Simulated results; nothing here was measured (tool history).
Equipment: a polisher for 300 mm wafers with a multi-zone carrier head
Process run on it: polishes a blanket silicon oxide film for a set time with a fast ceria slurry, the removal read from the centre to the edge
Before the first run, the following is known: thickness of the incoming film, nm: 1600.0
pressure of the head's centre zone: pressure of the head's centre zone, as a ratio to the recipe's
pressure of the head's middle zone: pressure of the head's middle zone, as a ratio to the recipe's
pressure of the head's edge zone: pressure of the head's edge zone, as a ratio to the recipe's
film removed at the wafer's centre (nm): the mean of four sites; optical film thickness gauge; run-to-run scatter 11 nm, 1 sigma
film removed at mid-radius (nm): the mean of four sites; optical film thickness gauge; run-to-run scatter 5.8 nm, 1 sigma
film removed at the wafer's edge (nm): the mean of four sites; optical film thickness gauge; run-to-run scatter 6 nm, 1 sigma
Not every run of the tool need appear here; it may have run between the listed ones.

run  hour  flow of slurry (ml/min)  pressure of the head's centre zone  pressure of the head's middle zone  pressure of the head's edge zone  polishing time (s)  film removed at the wafer's centre (nm)  film removed at mid-radius (nm)  film removed at the wafer's edge (nm)
  1     0                      210                                   1                                   1                                 1                  42                                   686.61                           685.44                                 630.38
  2     3                      180                                   1                                   1                                 1                  42                                   678.27                           672.53                                 641.43
  3   7.8                      180                                   1                                   1                              1.07                  42                                   671.29                           665.97                                  654.7
  4  12.7                      180                                   1                                   1                              1.15                  42                                   685.07                           668.33                                 688.68
  5  13.9                      155                                   1                                   1                              1.15                  42                                   656.81                           663.58                                 676.37
  6  20.7                      180                                0.98                                1.02                              1.16                  44                                   697.29                           722.27                                 715.76
  7  22.1                      190                                0.96                                1.02                              1.17                  46                                   722.18                           742.46                                 737.49
  8  25.8                      175                                0.96                                1.03                              1.18                  48                                   728.92                           794.01                                 780.65
  9  31.4                      175                                0.96                                1.03                              1.18                  49                                   749.12                           799.95                                 795.99

Run 10 is up next; what results do you expect?
 10    32                      175                                0.96                                1.04                              1.18                  49                                        ?                                ?                                      ?

film removed at the wafer's centre (nm): 770.99
film removed at mid-radius (nm): 813.33
film removed at the wafer's edge (nm): 789.67
